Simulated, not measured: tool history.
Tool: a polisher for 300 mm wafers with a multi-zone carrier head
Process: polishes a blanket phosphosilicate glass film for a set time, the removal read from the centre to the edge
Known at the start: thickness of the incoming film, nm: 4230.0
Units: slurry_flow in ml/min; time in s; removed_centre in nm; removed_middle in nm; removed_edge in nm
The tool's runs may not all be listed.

run    day  slurry_flow  centre_zone  middle_zone  edge_zone  slurry_solids  time  removed_centre  removed_middle  removed_edge
  1  0.000          300         1.00         1.00       1.00           1.00    76          634.15          653.25        667.30
  2  0.329          295         0.99         0.97       1.00           0.90    74          588.46          566.52        617.00
  3  0.392          295         0.97         0.96       0.98           0.80    74          555.39          544.81        570.66
  4  0.596          295         0.97         0.96       0.98           1.00    74          613.27          606.56        647.75
  5  0.883          295         0.97         0.96       0.95           1.00    74          587.11          612.67        645.33
  6  1.171          295         0.97         0.96       0.88           1.00    74          607.38          603.59        623.57
  7  1.542          280         0.91         0.86       0.87           0.75    71          470.89          463.94        503.96
  8  1.583          280         0.91         0.86       0.87           0.75    71          483.61          458.62        508.09
  9  1.825          275         0.90         0.85       0.88           0.75    71          476.16          450.30        516.10
 10  2.088          275         0.90         0.84       0.88           0.75    71          469.36          453.63        509.75
 11  2.204          270         0.90         0.83       0.89           0.70    71          464.20          419.98        496.62

Forecast run 12:
 12  2.267          265         0.90         0.83       0.88           0.70    71               ?               ?             ?

{"run 12": {"removed_centre": 437.82, "removed_middle": 421.46, "removed_edge": 497.94}}
